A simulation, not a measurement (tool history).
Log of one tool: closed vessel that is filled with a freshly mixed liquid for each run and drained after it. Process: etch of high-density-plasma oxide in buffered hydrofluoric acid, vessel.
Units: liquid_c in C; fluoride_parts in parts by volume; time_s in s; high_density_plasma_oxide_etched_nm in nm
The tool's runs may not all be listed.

run,hour,liquid_c,fluoride_parts,time_s,high_density_plasma_oxide_etched_nm
1,0,24,16,115,88.684
2,3.8,24,13.5,115,104.71
3,11.6,24.5,13.5,115,107.93
4,18.2,25,13.5,115,111.96
5,25.7,25,13.5,115,111.15
6,26.8,25,16.5,115,91.275
7,30.5,25.5,16.5,115,94.134
8,37.3,26,16.5,115,95.951
9,45.6,26.5,16.5,115,100.11
10,50.7,27,16.5,115,101.66
11,51.6,27.5,16.5,115,104.87

Forecast run 12:
12,60,28,16.5,115,?

Run 12 gave high_density_plasma_oxide_etched_nm 107.37 nm.
